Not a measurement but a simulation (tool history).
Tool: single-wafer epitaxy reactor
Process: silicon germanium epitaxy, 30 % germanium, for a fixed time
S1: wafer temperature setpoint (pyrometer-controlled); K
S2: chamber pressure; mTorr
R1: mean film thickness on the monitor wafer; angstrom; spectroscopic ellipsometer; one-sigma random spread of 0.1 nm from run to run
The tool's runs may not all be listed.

| run | day | S1 | S2 | R1 |
|---|---|---|---|---|
| 1 | 0.000 | 853.15 | 25800 | 485.51 |
| 2 | 0.279 | 850.15 | 25700 | 458.58 |
| 3 | 0.642 | 842.15 | 25700 | 391.89 |
| 4 | 0.921 | 838.15 | 25700 | 361.13 |
| 5 | 0.988 | 829.15 | 25700 | 304.62 |
| 6 | 1.246 | 830.15 | 25700 | 310.12 |

Run 7 has not been measured yet. What should we expect?
| 7 | 1.354 | 831.15 | 25700 | ? |

{"run 7": {"R1": 316.46}}
